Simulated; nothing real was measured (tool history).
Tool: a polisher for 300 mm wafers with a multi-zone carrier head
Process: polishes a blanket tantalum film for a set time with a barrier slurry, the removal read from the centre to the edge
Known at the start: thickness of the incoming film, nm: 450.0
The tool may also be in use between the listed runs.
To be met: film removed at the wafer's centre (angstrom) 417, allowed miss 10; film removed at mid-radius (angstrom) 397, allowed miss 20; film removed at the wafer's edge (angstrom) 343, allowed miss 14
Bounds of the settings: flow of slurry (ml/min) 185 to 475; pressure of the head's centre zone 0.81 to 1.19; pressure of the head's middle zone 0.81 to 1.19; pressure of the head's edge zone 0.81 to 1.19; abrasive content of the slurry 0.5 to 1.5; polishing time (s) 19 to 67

run	hour	flow of slurry (ml/min)	pressure of the head's centre zone	pressure of the head's middle zone	pressure of the head's edge zone	abrasive content of the slurry	polishing time (s)	film removed at the wafer's centre (angstrom)	film removed at mid-radius (angstrom)	film removed at the wafer's edge (angstrom)
1	0	305	1	1	1	1	43	310.53	310.54	301.2
2	6.3	305	1	0.94	1	1	43	311.98	298.08	301.81
3	11.7	310	1.02	0.97	1	1.05	43	324.29	308.65	309.03
4	16.2	315	1.04	1	1	1.1	43	337.52	320.15	312.07
5	20.6	315	1.04	1	1	1.1	37	288.76	277.54	268.8
6	22.4	315	1.04	1	1	1.2	37	294.35	283.22	274.6
7	27.9	320	1.06	1.03	1.01	1.25	38	311.32	298.49	286.84
8	29.5	325	1.08	1.05	1.01	1.3	39	327.89	316.73	295.41
9	37.5	325	1.08	1.05	1.01	1.3	39	333.3	321.08	299.46
10	40.8	325	1.08	1.05	1.01	1.3	39	331.99	312.93	303.36
11	44.2	330	1.09	1.07	1	1.35	40	343.63	343.38	298.63
12	51.1	350	1.19	1.09	1.1	1.5	43	420.43	366.83	357.76

5 next moves are on the table. One of them brings every result within its allowed miss. Which?
A	58	335	1.12	0.87	1.19	1.45	45	?	?	?
B	58	340	1.17	0.96	1.19	1.5	44	?	?	?
C	58	290	1.16	1.13	0.95	1.5	45	?	?	?
D	58	335	1.17	1.01	1.19	1.45	45	?	?	?
E	58	375	1.19	0.83	1.16	1.45	43	?	?	?

move	film removed at the wafer's centre (angstrom)	film removed at mid-radius (angstrom)	film removed at the wafer's edge (angstrom)
A	403.12	325.55	385.35
B	415.77	348.38	379.49
C	415.21	403.39	342.25
D	421.65	368.67	384.63
E	413.56	301.98	366.17
A: further off than the last run
B: further off than the last run
C: meets every target
D: further off than the last run
E: further off than the last run
Move C is the one to make.
